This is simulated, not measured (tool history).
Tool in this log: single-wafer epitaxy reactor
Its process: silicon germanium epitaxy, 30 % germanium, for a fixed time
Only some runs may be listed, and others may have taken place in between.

run,hour,wafer temperature setpoint (pyrometer-controlled) (K),chamber pressure (mTorr),mean film thickness on the monitor wafer (Å)
1,0.0,863.15,17800,443.91
2,7.7,864.15,17800,449.75
3,12.5,864.15,20600,473.29
4,15.6,868.15,20600,511.40
5,17.1,859.15,20600,434.28
6,20.0,861.15,20600,449.20

Run 7, settings as shown, results not yet in. Your forecast:
7,26.1,872.15,20800,?

{"run 7": {"mean film thickness on the monitor wafer (Å)": 553.34}}
